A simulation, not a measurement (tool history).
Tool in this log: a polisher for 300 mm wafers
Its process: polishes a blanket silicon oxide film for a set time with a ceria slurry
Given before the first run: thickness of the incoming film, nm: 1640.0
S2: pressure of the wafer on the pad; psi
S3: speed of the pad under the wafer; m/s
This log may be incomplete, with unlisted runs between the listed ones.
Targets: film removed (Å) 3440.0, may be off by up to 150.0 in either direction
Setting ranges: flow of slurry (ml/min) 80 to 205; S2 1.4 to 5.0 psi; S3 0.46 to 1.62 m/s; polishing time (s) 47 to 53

{"run": 1, "day": 0.0, "flow of slurry (ml/min)": 135, "S2": 3.2, "S3": 1.04, "polishing time (s)": 53, "film removed (Å)": 2644.4}
{"run": 2, "day": 0.358, "flow of slurry (ml/min)": 135, "S2": 2.7, "S3": 1.04, "polishing time (s)": 53, "film removed (Å)": 2257.9}
{"run": 3, "day": 0.708, "flow of slurry (ml/min)": 105, "S2": 2.7, "S3": 1.04, "polishing time (s)": 53, "film removed (Å)": 2145.4}
{"run": 4, "day": 0.804, "flow of slurry (ml/min)": 110, "S2": 2.9, "S3": 1.04, "polishing time (s)": 53, "film removed (Å)": 2291.6}
{"run": 5, "day": 0.95, "flow of slurry (ml/min)": 110, "S2": 3.5, "S3": 1.04, "polishing time (s)": 53, "film removed (Å)": 2764.0}
{"run": 6, "day": 1.154, "flow of slurry (ml/min)": 140, "S2": 3.5, "S3": 1.04, "polishing time (s)": 53, "film removed (Å)": 2895.6}
{"run": 7, "day": 1.304, "flow of slurry (ml/min)": 140, "S2": 3.6, "S3": 1.04, "polishing time (s)": 53, "film removed (Å)": 2900.1}
{"day": 1.475, "done": "head pressure recalibrated"}
{"run": 8, "day": 1.475, "flow of slurry (ml/min)": 140, "S2": 3.7, "S3": 1.04, "polishing time (s)": 53, "film removed (Å)": 3268.9}

5 next moves are on the table. One of them brings every result within its allowed miss. Which?
{"run": "A", "day": 1.646, "flow of slurry (ml/min)": 155, "S2": 4.1, "S3": 0.86, "polishing time (s)": 53, "film removed (Å)": "?"}
{"run": "B", "day": 1.646, "flow of slurry (ml/min)": 130, "S2": 4.2, "S3": 1.14, "polishing time (s)": 47, "film removed (Å)": "?"}
{"run": "C", "day": 1.646, "flow of slurry (ml/min)": 150, "S2": 3.4, "S3": 1.1, "polishing time (s)": 52, "film removed (Å)": "?"}
{"run": "D", "day": 1.646, "flow of slurry (ml/min)": 135, "S2": 3.8, "S3": 1.1, "polishing time (s)": 48, "film removed (Å)": "?"}
{"run": "E", "day": 1.646, "flow of slurry (ml/min)": 150, "S2": 2.7, "S3": 1.3, "polishing time (s)": 51, "film removed (Å)": "?"}

move=A film_removed_(Å)=3048.7
move=B film_removed_(Å)=3528.5
move=C film_removed_(Å)=3146.3
move=D film_removed_(Å)=3178.4
move=E film_removed_(Å)=2904.5
A: moves away from the targets compared with the last run
B: every result within its allowed miss
C: moves away from the targets compared with the last run
D: moves away from the targets compared with the last run
E: moves away from the targets compared with the last run
Answer: B

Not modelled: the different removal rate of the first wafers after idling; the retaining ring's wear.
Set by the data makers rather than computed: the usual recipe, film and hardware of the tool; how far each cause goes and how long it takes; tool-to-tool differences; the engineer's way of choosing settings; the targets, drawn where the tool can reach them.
